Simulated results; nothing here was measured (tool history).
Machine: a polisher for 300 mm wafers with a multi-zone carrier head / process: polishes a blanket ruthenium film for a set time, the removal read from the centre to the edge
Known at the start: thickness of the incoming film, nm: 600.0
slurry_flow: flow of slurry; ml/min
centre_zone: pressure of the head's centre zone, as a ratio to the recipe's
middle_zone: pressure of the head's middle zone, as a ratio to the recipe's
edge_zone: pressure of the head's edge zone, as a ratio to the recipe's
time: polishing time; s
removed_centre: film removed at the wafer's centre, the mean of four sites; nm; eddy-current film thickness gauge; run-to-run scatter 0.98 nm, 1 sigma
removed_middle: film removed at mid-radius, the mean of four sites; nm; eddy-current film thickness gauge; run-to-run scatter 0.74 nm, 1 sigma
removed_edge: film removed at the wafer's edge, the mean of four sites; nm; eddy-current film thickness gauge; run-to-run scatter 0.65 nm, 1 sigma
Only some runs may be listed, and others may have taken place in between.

run,hour,slurry_flow,centre_zone,middle_zone,edge_zone,time,removed_centre,removed_middle,removed_edge
1,0,240,1,1,1,59,62.686,67.989,69.818
2,0.8,240,0.97,1,1,59,62.128,70.267,69.052
3,9.1,240,0.97,1,0.93,59,62.71,69.53,67.275
4,17.1,240,1.05,1,0.93,59,67.902,67.578,67.547
5,25.6,240,1.13,1,0.93,59,72.329,68.861,67.224
# hour 31.4: centre zone pressure recalibrated
6,31.4,300,1.13,1,0.93,59,81.427,70.516,70.286
7,38.5,280,1.13,0.97,0.91,58,79.085,68.272,65.829

For run 8, what comes out?
8,45.1,270,1.13,0.94,0.95,57,?,?,?

For run 8 the tool returned removed_centre 77.843 nm, removed_middle 64.118 nm, removed_edge 66.091 nm.
